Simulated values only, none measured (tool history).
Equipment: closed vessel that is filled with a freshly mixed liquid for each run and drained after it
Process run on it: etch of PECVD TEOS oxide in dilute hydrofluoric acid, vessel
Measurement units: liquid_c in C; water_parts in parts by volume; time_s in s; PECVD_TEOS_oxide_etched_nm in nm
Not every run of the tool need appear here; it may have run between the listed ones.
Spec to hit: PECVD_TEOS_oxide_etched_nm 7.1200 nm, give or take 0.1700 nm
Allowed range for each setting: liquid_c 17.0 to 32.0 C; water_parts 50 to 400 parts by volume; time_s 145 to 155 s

| run | hour | liquid_c | water_parts | time_s | PECVD_TEOS_oxide_etched_nm |
|---|---|---|---|---|---|
| 1 | 0.0 | 24.0 | 225 | 145 | 12.3550 |
| 2 | 4.8 | 23.0 | 235 | 145 | 11.4000 |
| 3 | 11.1 | 22.0 | 245 | 145 | 10.2690 |
| 4 | 15.3 | 22.0 | 245 | 155 | 11.2150 |
| 5 | 23.6 | 20.5 | 245 | 155 | 10.5100 |
| 6 | 30.1 | 20.0 | 255 | 155 | 9.7210 |
| 7 | 37.8 | 19.5 | 260 | 155 | 9.3249 |
| 8 | 38.5 | 19.0 | 265 | 155 | 8.8241 |
| 9 | 47.4 | 18.5 | 270 | 155 | 8.5747 |
| 10 | 50.1 | 18.0 | 275 | 155 | 8.2259 |

Pick the move, out of 4, that brings all results within their allowed miss; only one does.
| A | 52.8 | 19.5 | 250 | 155 | ? |
| B | 52.8 | 17.5 | 250 | 155 | ? |
| C | 52.8 | 17.0 | 290 | 150 | ? |
| D | 52.8 | 17.0 | 310 | 150 | ? |

| move | PECVD_TEOS_oxide_etched_nm |
|---|---|
| A | 9.8037 |
| B | 9.0829 |
| C | 7.1818 |
| D | 6.6072 |
A: further off than the last run
B: further off than the last run
C: hits every target within its allowed miss
D: the result that was furthest off in the last run now lies on the other side of its target
Answer: C
